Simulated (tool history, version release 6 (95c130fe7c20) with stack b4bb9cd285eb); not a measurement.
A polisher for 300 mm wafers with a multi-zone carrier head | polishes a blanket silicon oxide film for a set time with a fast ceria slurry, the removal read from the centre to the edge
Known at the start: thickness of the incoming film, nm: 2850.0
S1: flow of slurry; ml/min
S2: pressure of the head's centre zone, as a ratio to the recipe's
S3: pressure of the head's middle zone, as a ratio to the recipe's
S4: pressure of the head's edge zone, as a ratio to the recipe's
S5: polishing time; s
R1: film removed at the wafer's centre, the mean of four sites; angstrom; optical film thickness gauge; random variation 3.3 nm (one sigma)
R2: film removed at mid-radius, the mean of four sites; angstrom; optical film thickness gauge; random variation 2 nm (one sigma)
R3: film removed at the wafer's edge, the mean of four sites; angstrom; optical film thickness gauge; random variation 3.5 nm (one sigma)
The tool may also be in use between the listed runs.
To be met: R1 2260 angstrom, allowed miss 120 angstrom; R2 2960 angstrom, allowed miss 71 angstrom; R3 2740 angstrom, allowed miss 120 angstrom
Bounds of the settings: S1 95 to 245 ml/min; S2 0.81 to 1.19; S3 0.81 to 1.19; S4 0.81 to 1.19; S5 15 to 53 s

| run | day | S1 | S2 | S3 | S4 | S5 | R1 | R2 | R3 |
|---|---|---|---|---|---|---|---|---|---|
| 1 | 0 | 155 | 1 | 1 | 1 | 34 | 4529.2 | 4592.2 | 4429.3 |
| 2 | 0.25 | 155 | 1 | 1 | 1 | 40 | 5182.2 | 5414.9 | 5326.3 |
| 3 | 0.338 | 140 | 0.96 | 1.02 | 1.03 | 35 | 4346.8 | 4686.4 | 4766.8 |
| 4 | 0.646 | 140 | 0.96 | 1.02 | 1.03 | 41 | 5009.8 | 5497.6 | 5380.8 |
| 5 | 0.992 | 140 | 0.96 | 1.02 | 0.99 | 41 | 5156.1 | 5505 | 5363.8 |
| 6 | 1.358 | 135 | 0.93 | 1.06 | 1 | 35 | 4146.7 | 4785 | 4667.4 |
| 7 | 1.625 | 140 | 0.91 | 1.08 | 0.97 | 30 | 3547.9 | 4226.1 | 3856.2 |
| 8 | 1.846 | 135 | 0.89 | 1.08 | 0.97 | 27 | 3046.4 | 3751.1 | 3567.5 |
| 9 | 2.204 | 135 | 0.89 | 1.08 | 0.97 | 27 | 3051.7 | 3813.9 | 3490.1 |
| 10 | 2.425 | 130 | 0.87 | 1.06 | 0.95 | 26 | 2862.1 | 3519.5 | 3323.2 |
| 11 | 2.542 | 125 | 0.86 | 1.06 | 0.93 | 25 | 2773.4 | 3410.9 | 3124.6 |
| 12 | 2.6 | 120 | 0.85 | 1.06 | 0.93 | 24 | 2563 | 3200.7 | 2983.2 |
| 13 | 2.8 | 115 | 0.84 | 1.06 | 0.92 | 24 | 2440 | 3127.6 | 2948.1 |

Which of these 5 next moves meets every target?
| A | 3 | 95 | 0.81 | 1.16 | 1 | 22 | ? | ? | ? |
| B | 3 | 110 | 0.86 | 1.05 | 0.97 | 22 | ? | ? | ? |
| C | 3 | 95 | 0.83 | 1.04 | 0.95 | 25 | ? | ? | ? |
| D | 3 | 120 | 0.91 | 0.93 | 0.98 | 23 | ? | ? | ? |
| E | 3 | 135 | 0.81 | 1.04 | 0.88 | 22 | ? | ? | ? |

| move | R1 | R2 | R3 |
|---|---|---|---|
| A | 2076.9 | 2947.4 | 2714.2 |
| B | 2333.2 | 2841.1 | 2771.2 |
| C | 2416.9 | 3050.3 | 3020.3 |
| D | 2655.8 | 2748.9 | 2965.8 |
| E | 2339.6 | 2979 | 2762.6 |
A: brings the result that was furthest off to its target, and leaves another outside
B: takes the result that was furthest off past its target
C: as far off as the last run
D: takes the result that was furthest off past its target
E: meets every target
Answer: E

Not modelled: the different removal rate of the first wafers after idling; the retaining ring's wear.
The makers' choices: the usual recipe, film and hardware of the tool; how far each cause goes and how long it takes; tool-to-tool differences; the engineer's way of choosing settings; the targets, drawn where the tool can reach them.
